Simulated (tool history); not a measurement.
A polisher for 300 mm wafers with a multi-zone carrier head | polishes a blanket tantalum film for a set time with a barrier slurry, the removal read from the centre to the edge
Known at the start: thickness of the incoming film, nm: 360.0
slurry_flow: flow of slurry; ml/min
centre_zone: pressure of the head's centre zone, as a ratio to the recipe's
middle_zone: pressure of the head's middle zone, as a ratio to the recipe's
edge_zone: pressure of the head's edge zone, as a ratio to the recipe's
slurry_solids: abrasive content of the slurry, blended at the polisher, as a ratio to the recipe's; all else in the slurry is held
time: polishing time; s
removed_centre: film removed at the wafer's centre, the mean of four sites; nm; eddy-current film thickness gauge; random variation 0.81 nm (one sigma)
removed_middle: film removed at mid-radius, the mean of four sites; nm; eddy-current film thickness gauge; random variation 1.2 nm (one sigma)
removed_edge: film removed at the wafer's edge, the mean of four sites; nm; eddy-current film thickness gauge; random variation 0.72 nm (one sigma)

run,hour,slurry_flow,centre_zone,middle_zone,edge_zone,slurry_solids,time,removed_centre,removed_middle,removed_edge
1,0,280,1,1,1,1,84,126.7,130.29,116.75
2,2.1,280,1,1,0.95,1,84,125.76,125.73,117.77
3,7.7,280,1.06,1,0.95,1,84,130.31,128.81,115.33
4,12.7,280,1.06,1.06,0.95,1,84,131.36,133.79,118.26
5,14.9,290,1.08,1.08,0.96,0.9,77,119.06,119.93,104.11
6,15.7,295,1.09,1.1,0.96,0.85,72,108.82,115.27,94.051
7,18.9,295,1.09,1.1,0.96,0.85,72,110.52,112.86,98.123
8,23.3,310,1.11,1.13,0.86,0.6,50,68.003,70.491,55.001
9,27.1,310,1.12,1.14,0.89,0.6,50,68.17,69.221,56.835
# hour 32: edge zone pressure recalibrated
10,32,310,1.13,1.15,0.9,0.65,50,71.537,73.427,60.512

Run 11 comes next. What will it give?
11,38.4,315,1.14,1.16,0.9,0.7,50,?,?,?

Run 11 gave removed_centre 73.237 nm, removed_middle 73.611 nm, removed_edge 61.861 nm.

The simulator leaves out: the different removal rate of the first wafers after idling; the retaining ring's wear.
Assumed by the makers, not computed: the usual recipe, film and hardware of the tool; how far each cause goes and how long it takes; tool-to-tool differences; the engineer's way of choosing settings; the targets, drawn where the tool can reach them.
